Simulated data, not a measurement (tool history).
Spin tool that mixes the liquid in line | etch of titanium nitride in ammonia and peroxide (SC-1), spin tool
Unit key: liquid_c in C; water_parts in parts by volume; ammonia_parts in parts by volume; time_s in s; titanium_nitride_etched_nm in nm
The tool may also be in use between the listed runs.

run,day,liquid_c,water_parts,ammonia_parts,time_s,titanium_nitride_etched_nm
1,0,51,10.5,0.4,45,1.6391
2,0.108,52.5,10.5,0.4,45,1.7994
3,0.196,54,10.5,0.4,45,2.0198
4,0.554,54,7.5,0.4,45,2.4262
5,0.671,54,7.5,0.3,45,2.2599
6,0.996,55,7.5,0.3,45,2.4144
7,1.033,56,7.5,0.3,45,2.6061
# day 1.212: heated supply line repaired
8,1.212,57,7.5,0.3,45,3.61

Forecast run 9:
9,1.554,57.5,7.5,0.3,45,?

titanium_nitride_etched_nm: 3.7171 nm
